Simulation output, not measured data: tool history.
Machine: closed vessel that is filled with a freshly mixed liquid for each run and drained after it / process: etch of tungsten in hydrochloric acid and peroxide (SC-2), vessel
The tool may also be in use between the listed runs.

run  hour  temperature setpoint of the liquid (°C)  parts of water to one part each of 37 % hydrochloric acid and 30 % peroxide (parts by volume)  time in the liquid (s)  thickness taken off the tungsten on a monitor wafer (Å)
  1   0.0                                     63.0                                                                                            6.0                      30                                                   251.50
  2   2.8                                     63.0                                                                                            6.0                      30                                                   254.30
  3  10.6                                     61.0                                                                                            6.0                      30                                                   223.40
  4  16.2                                     59.5                                                                                            6.0                      30                                                   203.40
  5  24.0                                     58.0                                                                                            6.0                      30                                                   184.65
  6  31.1                                     58.0                                                                                            7.5                      30                                                   155.56
  7  34.7                                     57.5                                                                                            7.5                      30                                                   148.88
  8  42.0                                     57.0                                                                                            7.5                      30                                                   145.51
  9  46.2                                     56.5                                                                                            7.5                      30                                                   140.40
 10  51.0                                     56.0                                                                                            7.5                      30                                                   136.43

For run 11, what comes out?
 11  57.8                                     55.5                                                                                            7.5                      30                                                        ?

thickness taken off the tungsten on a monitor wafer (Å): 131.78
